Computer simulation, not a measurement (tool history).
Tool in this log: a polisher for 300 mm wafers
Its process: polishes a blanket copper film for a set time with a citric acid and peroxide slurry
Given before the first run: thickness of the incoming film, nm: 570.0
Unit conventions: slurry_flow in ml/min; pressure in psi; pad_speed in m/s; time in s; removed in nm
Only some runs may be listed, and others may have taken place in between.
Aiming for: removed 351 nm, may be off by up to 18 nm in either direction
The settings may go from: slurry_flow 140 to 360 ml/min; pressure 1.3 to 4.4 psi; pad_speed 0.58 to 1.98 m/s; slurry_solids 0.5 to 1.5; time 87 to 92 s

run	day	slurry_flow	pressure	pad_speed	slurry_solids	time	removed
1	0	230	2.8	1.28	1	87	238.64
2	0.262	255	2.8	1.28	1	87	249.44
3	0.55	200	2.8	1.28	1	87	231.62
4	0.712	180	2.8	1.28	1	87	237.45
5	0.742	180	2.8	1.28	1	92	245.71
6	1.104	180	2.9	1.28	1	92	245.92
7	1.325	185	3.1	1.28	1	92	275.22
8	1.433	185	3.2	1.28	1	92	283.98
9	1.525	185	3.3	1.28	1	92	283.26

Of the 4 settings listed for the next run, only one would bring every result within its allowed miss of target. Which one?
A	1.617	205	3.3	1.32	1.1	92	?
B	1.617	180	3.4	1.32	1.1	92	?
C	1.617	150	2.6	1.94	0.8	92	?
D	1.617	150	4	1.36	1.25	89	?

move	removed
A	302.93
B	305.62
C	312.51
D	353.33
A: closes in on the targets versus the last run, not all within tolerance yet
B: closes in on the targets versus the last run, not all within tolerance yet
C: closes in on the targets versus the last run, not all within tolerance yet
D: hits every target within its allowed miss
Move D is the one to make.

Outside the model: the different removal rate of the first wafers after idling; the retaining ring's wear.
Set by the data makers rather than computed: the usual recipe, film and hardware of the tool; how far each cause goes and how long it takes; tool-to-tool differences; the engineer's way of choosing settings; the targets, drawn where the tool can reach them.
